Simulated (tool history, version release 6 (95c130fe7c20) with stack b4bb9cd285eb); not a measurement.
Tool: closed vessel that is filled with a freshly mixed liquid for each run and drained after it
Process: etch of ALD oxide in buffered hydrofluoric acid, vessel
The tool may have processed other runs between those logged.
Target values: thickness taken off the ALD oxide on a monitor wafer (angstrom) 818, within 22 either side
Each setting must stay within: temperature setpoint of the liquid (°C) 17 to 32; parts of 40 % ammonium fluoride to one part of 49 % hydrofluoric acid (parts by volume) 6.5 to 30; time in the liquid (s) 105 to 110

run,hour,temperature setpoint of the liquid (°C),parts of 40 % ammonium fluoride to one part of 49 % hydrofluoric acid (parts by volume),time in the liquid (s),thickness taken off the ALD oxide on a monitor wafer (angstrom)
1,0,24,18.5,105,1119.1
2,2.9,22,18.5,105,1019.4
3,4.3,21,18.5,105,953.84
4,11.4,24,18.5,105,1111.9
5,17.9,24,18.5,105,1104.1
6,21.5,24,18.5,110,1161
7,22.6,22.5,19,110,1055.3
8,28.2,21.5,19,110,995.24
9,35.7,17.5,19,110,786.93

4 next moves are on the table. One of them brings every result within its allowed miss. Which?
A,43.2,17.5,19.5,105,?
B,43.2,18,19.5,105,?
C,43.2,19.5,21,105,?
D,43.2,18.5,19.5,110,?

move,thickness taken off the ALD oxide on a monitor wafer (angstrom)
A,744.92
B,766.45
C,786.82
D,826.07
A: misses by more than the last run did
B: misses by more than the last run did
C: neither nearer nor further off than the last run
D: all results in spec
Answer: D
